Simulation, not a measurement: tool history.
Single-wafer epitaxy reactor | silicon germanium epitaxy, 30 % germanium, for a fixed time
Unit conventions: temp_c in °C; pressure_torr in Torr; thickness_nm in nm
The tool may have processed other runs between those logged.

run 1 hour=0.0 | temp_c=615 pressure_torr=20.2 | thickness_nm=74.725
run 2 hour=7.1 | temp_c=621 pressure_torr=20.3 | thickness_nm=83.805
run 3 hour=9.3 | temp_c=621 pressure_torr=16.9 | thickness_nm=77.773
run 4 hour=10.9 | temp_c=612 pressure_torr=16.9 | thickness_nm=65.983
run 5 hour=15.8 | temp_c=619 pressure_torr=17.1 | thickness_nm=75.362
run 6 hour=23.4 | temp_c=619 pressure_torr=14.2 | thickness_nm=69.934
run 7 hour=30.3 | temp_c=624 pressure_torr=15.1 | thickness_nm=78.657

Run 8, settings as shown, results not yet in. Your forecast:
run 8 hour=32.2 | temp_c=636 pressure_torr=17.4 | thickness_nm=?

Run 8 yielded thickness_nm 102.570 nm.
